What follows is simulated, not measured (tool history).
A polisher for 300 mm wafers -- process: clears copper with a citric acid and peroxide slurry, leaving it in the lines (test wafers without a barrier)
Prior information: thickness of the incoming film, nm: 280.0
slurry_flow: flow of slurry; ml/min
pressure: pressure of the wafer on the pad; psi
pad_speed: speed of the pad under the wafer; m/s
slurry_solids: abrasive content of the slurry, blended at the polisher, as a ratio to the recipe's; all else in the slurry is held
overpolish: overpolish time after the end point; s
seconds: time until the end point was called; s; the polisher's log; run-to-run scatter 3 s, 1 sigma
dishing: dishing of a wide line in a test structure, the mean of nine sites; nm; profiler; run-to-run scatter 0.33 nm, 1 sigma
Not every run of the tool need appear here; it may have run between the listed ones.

run,hour,slurry_flow,pressure,pad_speed,slurry_solids,overpolish,seconds,dishing
1,0.0,200,3.5,0.98,1.0,17,116.79,28.025
2,4.0,200,2.9,0.96,1.0,20,129.50,28.203
3,11.9,200,2.9,1.14,1.0,20,110.44,31.609
4,15.1,195,2.5,1.02,1.0,22,133.90,29.401
5,22.9,195,2.5,0.84,1.0,22,166.47,25.797
6,25.2,240,2.5,0.84,1.0,22,160.25,26.084
7,32.8,220,1.6,0.82,1.0,27,214.02,23.968

Run 8 comes next. What will it give?
8,35.4,220,1.7,0.82,1.0,27,?,?

seconds: 208.00 s
dishing: 24.878 nm
